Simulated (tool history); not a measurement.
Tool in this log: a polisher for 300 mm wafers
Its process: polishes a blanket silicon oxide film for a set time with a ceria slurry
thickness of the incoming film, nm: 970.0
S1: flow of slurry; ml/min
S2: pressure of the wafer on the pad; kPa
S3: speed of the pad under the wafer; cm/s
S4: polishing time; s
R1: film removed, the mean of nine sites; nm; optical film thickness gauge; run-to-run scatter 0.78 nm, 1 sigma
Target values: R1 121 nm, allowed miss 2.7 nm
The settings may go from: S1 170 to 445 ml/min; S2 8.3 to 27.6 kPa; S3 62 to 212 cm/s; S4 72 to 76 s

| run | day | S1 | S2 | S3 | S4 | R1 |
|---|---|---|---|---|---|---|
| 1 | 0 | 285 | 17.9 | 136 | 72 | 345.89 |
| 2 | 0.029 | 250 | 17.9 | 136 | 72 | 342.95 |
| 3 | 0.283 | 250 | 17.9 | 112 | 72 | 283.78 |
| 4 | 0.367 | 200 | 17.9 | 112 | 72 | 280.78 |
| 5 | 0.546 | 200 | 17.9 | 112 | 76 | 295.7 |
| 6 | 0.588 | 200 | 16.5 | 104 | 76 | 258.29 |
| 7 | 0.917 | 200 | 15.2 | 98 | 76 | 229.54 |
| 8 | 1.008 | 200 | 13.8 | 92 | 76 | 202.25 |
| 9 | 1.138 | 200 | 13.1 | 88 | 76 | 185.74 |
| 10 | 1.179 | 200 | 12.4 | 86 | 76 | 175.95 |
| 11 | 1.354 | 200 | 11.7 | 84 | 76 | 166.04 |
| 12 | 1.679 | 195 | 8.3 | 66 | 76 | 105.33 |
| 13 | 1.708 | 195 | 9.7 | 66 | 76 | 115.48 |

Exercise: of the 4 proposed moves below, exactly one satisfies all targets within the stated allowed misses. Which move is it?
| A | 1.738 | 170 | 8.3 | 66 | 76 | ? |
| B | 1.738 | 170 | 8.3 | 74 | 72 | ? |
| C | 1.738 | 285 | 9 | 64 | 75 | ? |
| D | 1.738 | 180 | 10.3 | 70 | 72 | ? |

| move | R1 |
|---|---|
| A | 105.73 |
| B | 111.58 |
| C | 109.64 |
| D | 121.6 |
A: its largest miss is bigger than the last run's
B: its largest miss is bigger than the last run's
C: its largest miss is bigger than the last run's
D: meets every target
D meets every target.
